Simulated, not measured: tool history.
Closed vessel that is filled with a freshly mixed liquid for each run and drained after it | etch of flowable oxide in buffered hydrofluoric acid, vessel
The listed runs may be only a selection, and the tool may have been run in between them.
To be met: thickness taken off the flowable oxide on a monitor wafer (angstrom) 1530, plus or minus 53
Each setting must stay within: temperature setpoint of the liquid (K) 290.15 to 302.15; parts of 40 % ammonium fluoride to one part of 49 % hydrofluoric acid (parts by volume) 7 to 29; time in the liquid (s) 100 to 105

run	hour	temperature setpoint of the liquid (K)	parts of 40 % ammonium fluoride to one part of 49 % hydrofluoric acid (parts by volume)	time in the liquid (s)	thickness taken off the flowable oxide on a monitor wafer (angstrom)
1	0	294.15	18	100	1768.5
2	7	293.65	18	100	1703.5
3	13.9	296.65	18	100	2011.7
4	15.7	296.65	20	100	1811.3
5	21.5	296.65	20	105	1911.9
6	30.2	296.15	20	105	1835.9
7	37.4	295.65	20	105	1832.9
8	46.2	295.15	20	105	1742.6
9	55.2	294.65	20	105	1713.8
10	63.7	294.15	20	105	1656.8

Which one of the following 4 next-run settings gets every result inside its allowed miss? There is exactly one.
A	72.2	295.15	22.5	100	?
B	72.2	291.65	17.5	105	?
C	72.2	293.15	19.5	105	?
D	72.2	295.65	21.5	100	?

move	thickness taken off the flowable oxide on a monitor wafer (angstrom)
A	1538
B	1642.4
C	1606.2
D	1631.6
A: hits every target within its allowed miss
B: nearer than the last run, and not there yet
C: nearer than the last run, and not there yet
D: nearer than the last run, and not there yet
Go with A: it meets all targets.

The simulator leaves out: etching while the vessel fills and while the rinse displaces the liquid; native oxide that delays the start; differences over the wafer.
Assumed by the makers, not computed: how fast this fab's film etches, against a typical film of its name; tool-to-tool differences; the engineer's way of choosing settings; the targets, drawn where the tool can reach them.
